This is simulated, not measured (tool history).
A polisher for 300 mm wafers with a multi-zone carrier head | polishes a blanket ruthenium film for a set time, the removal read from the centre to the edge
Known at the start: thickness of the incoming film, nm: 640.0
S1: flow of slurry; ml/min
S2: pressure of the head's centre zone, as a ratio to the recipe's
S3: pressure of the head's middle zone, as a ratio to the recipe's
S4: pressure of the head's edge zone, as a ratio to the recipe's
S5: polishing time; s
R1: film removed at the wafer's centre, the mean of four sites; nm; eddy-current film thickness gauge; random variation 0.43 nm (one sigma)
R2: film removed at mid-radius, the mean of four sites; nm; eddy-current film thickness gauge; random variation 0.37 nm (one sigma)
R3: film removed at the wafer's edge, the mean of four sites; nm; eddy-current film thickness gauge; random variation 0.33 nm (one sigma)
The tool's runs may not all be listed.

{"run": 1, "hour": 0.0, "S1": 170, "S2": 1, "S3": 1, "S4": 1, "S5": 41, "R1": 42.99, "R2": 41.929, "R3": 42.658}
{"run": 2, "hour": 8.6, "S1": 195, "S2": 1, "S3": 1, "S4": 1, "S5": 41, "R1": 43.792, "R2": 43.614, "R3": 43.105}
{"run": 3, "hour": 10.6, "S1": 185, "S2": 0.98, "S3": 1, "S4": 0.99, "S5": 41, "R1": 42.212, "R2": 42.882, "R3": 42.646}
{"run": 4, "hour": 16.2, "S1": 175, "S2": 0.97, "S3": 1, "S4": 0.98, "S5": 41, "R1": 41.652, "R2": 43.19, "R3": 42.475}
{"run": 5, "hour": 21.7, "S1": 175, "S2": 0.97, "S3": 1.06, "S4": 0.98, "S5": 41, "R1": 41.78, "R2": 45.015, "R3": 42.097}
{"run": 6, "hour": 29.9, "S1": 165, "S2": 0.96, "S3": 1.05, "S4": 0.98, "S5": 41, "R1": 40.668, "R2": 43.887, "R3": 41.586}
{"run": 7, "hour": 37.9, "S1": 165, "S2": 0.96, "S3": 1.05, "S4": 0.98, "S5": 41, "R1": 41.053, "R2": 44.041, "R3": 41.861}

The next listed run, before its measurement:
{"run": 8, "hour": 46.6, "S1": 155, "S2": 0.95, "S3": 1.04, "S4": 0.98, "S5": 41, "R1": "?", "R2": "?", "R3": "?"}

{"run 8": {"R1": 39.035, "R2": 43.266, "R3": 41.848}}
